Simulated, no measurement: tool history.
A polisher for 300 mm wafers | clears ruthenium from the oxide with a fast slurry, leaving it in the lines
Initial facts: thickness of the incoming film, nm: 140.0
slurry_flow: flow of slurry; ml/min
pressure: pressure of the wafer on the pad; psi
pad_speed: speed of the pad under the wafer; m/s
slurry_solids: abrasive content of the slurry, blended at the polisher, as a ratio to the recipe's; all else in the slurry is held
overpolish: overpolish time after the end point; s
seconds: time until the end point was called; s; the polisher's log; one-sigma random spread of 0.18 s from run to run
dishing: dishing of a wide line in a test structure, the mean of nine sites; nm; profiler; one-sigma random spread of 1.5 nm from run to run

run    day  slurry_flow  pressure  pad_speed  slurry_solids  overpolish  seconds  dishing
  1      0          225       3.2       1.22              1          23   20.532   96.996
  2  0.354          225       3.7       1.22              1          23   17.608   108.89
  3  0.554          220       3.6       1.22              1          25   18.067   109.77
  4  0.758          220       3.6       1.22              1          33   18.166   123.16
  5  0.796          220       3.5       1.22              1          34   18.504   123.22
  6  0.879          175       3.5       1.22              1          34   18.919   122.73
  7  0.912          175       3.4       1.22              1          35   19.715   121.19
  8  1.246          175       3.4       1.22              1          36   19.411   123.77

Estimate the outcome of run 9 from the log above:
  9  1.554          175       3.3       1.22              1          37        ?        ?

seconds: 20.228 s
dishing: 121.49 nm
